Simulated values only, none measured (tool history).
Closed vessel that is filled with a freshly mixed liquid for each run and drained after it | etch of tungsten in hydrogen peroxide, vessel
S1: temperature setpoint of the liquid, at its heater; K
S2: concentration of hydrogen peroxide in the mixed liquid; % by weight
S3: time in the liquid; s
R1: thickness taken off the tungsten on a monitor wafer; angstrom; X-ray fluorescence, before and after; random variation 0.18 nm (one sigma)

run,hour,S1,S2,S3,R1
1,0.0,328.15,20.5,30,351.69
2,7.7,328.15,20.5,30,351.65
3,10.6,328.15,20.5,30,352.88
4,13.3,328.15,20.5,30,354.32
5,20.1,328.15,20.5,30,353.55
6,28.8,328.15,20.5,30,352.57
7,37.1,329.65,20.5,30,384.42
8,45.0,329.65,20.5,30,383.91
9,49.0,330.65,20.5,30,407.40
10,54.8,331.65,20.5,30,432.04

Forecast run 11:
11,56.3,332.15,20.5,30,?

{"run 11": {"R1": 445.92}}

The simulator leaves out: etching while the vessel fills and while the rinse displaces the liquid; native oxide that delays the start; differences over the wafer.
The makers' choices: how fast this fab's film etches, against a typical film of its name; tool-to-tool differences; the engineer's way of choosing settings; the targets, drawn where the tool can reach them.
